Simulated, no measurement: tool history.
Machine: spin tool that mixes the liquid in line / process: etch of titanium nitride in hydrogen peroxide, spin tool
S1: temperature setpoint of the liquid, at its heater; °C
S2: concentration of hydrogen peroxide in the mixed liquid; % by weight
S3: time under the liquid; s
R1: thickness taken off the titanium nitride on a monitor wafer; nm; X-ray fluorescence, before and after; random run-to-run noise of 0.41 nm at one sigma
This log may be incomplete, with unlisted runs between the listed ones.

Run 1, hour 0: S1 51 °C, S2 24 % by weight, S3 300 s. Result: R1 19.398 nm.
Run 2, hour 4.3: S1 51 °C, S2 24 % by weight, S3 300 s. Result: R1 19.611 nm.
Run 3, hour 7: S1 58 °C, S2 24 % by weight, S3 300 s. Result: R1 31.989 nm.
Run 4, hour 15: S1 59 °C, S2 24 % by weight, S3 300 s. Result: R1 34.798 nm.
Run 5, hour 19.9: S1 65.5 °C, S2 24 % by weight, S3 300 s. Result: R1 53.852 nm.
Run 6, hour 24.4: S1 64.5 °C, S2 24 % by weight, S3 300 s. Result: R1 50.024 nm.
Run 7, hour 31.6: S1 64 °C, S2 24 % by weight, S3 300 s. Result: R1 47.655 nm.

What will run 8 give?
Run 8, hour 35: S1 63.5 °C, S2 24 % by weight, S3 300 s. Result: R1 ?.

Run 8 gave R1 46.77 nm.
